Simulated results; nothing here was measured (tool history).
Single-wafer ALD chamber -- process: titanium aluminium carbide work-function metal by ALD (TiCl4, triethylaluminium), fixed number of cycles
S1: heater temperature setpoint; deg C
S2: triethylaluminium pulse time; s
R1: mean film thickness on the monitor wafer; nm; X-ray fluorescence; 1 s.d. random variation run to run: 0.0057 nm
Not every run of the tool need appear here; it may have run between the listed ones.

run 1 hour=0.0 | S1=310 S2=10.26 | R1=2.2544
run 2 hour=7.9 | S1=305 S2=9.59 | R1=2.1882
run 3 hour=12.9 | S1=305 S2=11.74 | R1=2.2377
run 4 hour=14.6 | S1=305 S2=13.12 | R1=2.2608
run 5 hour=16.9 | S1=305 S2=10.94 | R1=2.2341
run 6 hour=22.9 | S1=300 S2=10.07 | R1=2.1512
run 7 hour=24.8 | S1=300 S2=10.07 | R1=2.1529

Predict the results of run 8:
run 8 hour=30.4 | S1=298 S2=9.79 | R1=?

Run 8 yielded R1 2.1251 nm.
